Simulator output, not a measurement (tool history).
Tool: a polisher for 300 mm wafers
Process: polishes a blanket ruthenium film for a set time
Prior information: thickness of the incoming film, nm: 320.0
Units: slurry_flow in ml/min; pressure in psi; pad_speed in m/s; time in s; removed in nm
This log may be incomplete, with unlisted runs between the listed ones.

run	hour	slurry_flow	pressure	pad_speed	time	removed
1	0.0	295	1.7	0.92	34	34.080
2	4.7	295	1.7	1.02	34	38.522
3	7.2	295	1.7	1.22	34	46.323
4	9.0	295	1.6	1.14	34	40.889
# hour 13.5: slurry nozzle cleaned
5	13.5	295	1.4	1.14	34	36.771
6	16.9	295	1.8	1.14	34	47.047
7	21.0	295	1.7	1.08	34	42.071
8	22.4	295	1.6	1.02	34	37.359
9	23.9	295	1.6	1.02	34	38.216
10	24.5	280	1.5	0.94	33	31.349
11	29.9	280	1.4	0.90	33	28.710

Run 12 is up next; what results do you expect?
12	32.8	280	1.3	0.86	33	?

Run 12 produced removed 25.476 nm.
